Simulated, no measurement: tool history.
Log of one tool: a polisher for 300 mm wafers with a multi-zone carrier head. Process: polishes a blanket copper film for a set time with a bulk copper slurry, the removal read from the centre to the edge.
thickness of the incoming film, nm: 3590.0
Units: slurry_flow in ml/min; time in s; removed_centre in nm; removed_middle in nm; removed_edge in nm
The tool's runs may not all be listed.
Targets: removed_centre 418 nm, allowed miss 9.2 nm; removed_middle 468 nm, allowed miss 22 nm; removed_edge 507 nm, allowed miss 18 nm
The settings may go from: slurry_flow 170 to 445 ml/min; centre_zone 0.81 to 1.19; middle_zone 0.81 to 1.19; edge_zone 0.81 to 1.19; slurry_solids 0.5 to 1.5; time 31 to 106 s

run	hour	slurry_flow	centre_zone	middle_zone	edge_zone	slurry_solids	time	removed_centre	removed_middle	removed_edge
1	0	285	1	1	1	1	68	615.57	629.45	657.25
2	7.1	285	1	0.94	1	1	68	616.84	617.55	642.01
3	12.9	285	1	0.94	0.94	1	68	619.15	621.05	638.08
4	13.6	280	0.98	0.93	0.95	0.95	67	581.26	579.23	629.26
5	19.1	280	0.98	0.89	0.95	0.95	67	584.1	560.76	632.36
6	24.8	280	0.98	0.82	0.95	0.95	67	584.59	527.85	614.95
7	30.5	290	0.97	0.85	0.94	0.9	65	554.81	532.04	589.84
8	32.6	295	0.95	0.85	0.94	0.85	65	536.42	522.04	582.91

Which of these 4 next moves meets every target?
A	34.7	315	1.1	0.81	0.94	1.2	53	?	?	?
B	34.7	300	0.91	0.87	0.95	0.8	58	?	?	?
C	34.7	400	0.86	0.9	0.99	0.7	58	?	?	?
D	34.7	300	0.99	0.87	0.9	0.75	56	?	?	?

move	removed_centre	removed_middle	removed_edge
A	563.67	449.19	519.39
B	449.67	456.86	503.95
C	418.99	460.61	500.59
D	463.18	432.09	467.14
A: further off than the last run
B: nearer than the last run, and not there yet
C: meets every target
D: nearer than the last run, and not there yet
Answer: C

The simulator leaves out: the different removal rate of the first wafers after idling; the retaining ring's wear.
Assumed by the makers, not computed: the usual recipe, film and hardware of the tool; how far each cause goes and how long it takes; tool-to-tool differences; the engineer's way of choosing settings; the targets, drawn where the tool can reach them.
